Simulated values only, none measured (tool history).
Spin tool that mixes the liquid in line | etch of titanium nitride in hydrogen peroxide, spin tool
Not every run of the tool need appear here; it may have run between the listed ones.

run	hour	temperature setpoint of the liquid (K)	concentration of hydrogen peroxide in the mixed liquid (% by weight)	time under the liquid (s)	thickness taken off the titanium nitride on a monitor wafer (nm)
1	0	315.15	17.5	285	8.2456
2	5.1	312.15	17.5	285	6.6004
3	9.1	308.65	17.5	285	4.9399
4	13.1	313.65	17.5	285	7.3614
5	20.7	317.65	17.5	285	9.9418
6	21.5	317.65	17.5	285	9.9971
7	27	320.65	17.5	285	12.486
8	29.7	322.65	17.5	285	14.41
9	36.4	324.15	17.5	285	15.998
10	37.7	325.15	17.5	285	17.218
11	39.7	325.15	17.5	285	17.562
12	48.4	325.65	17.5	285	18.042
13	57.3	326.15	17.5	285	18.514

Run 14 is up next; what results do you expect?
14	62.3	326.65	17.5	285	?

{"run 14": {"thickness taken off the titanium nitride on a monitor wafer (nm)": 19.595}}
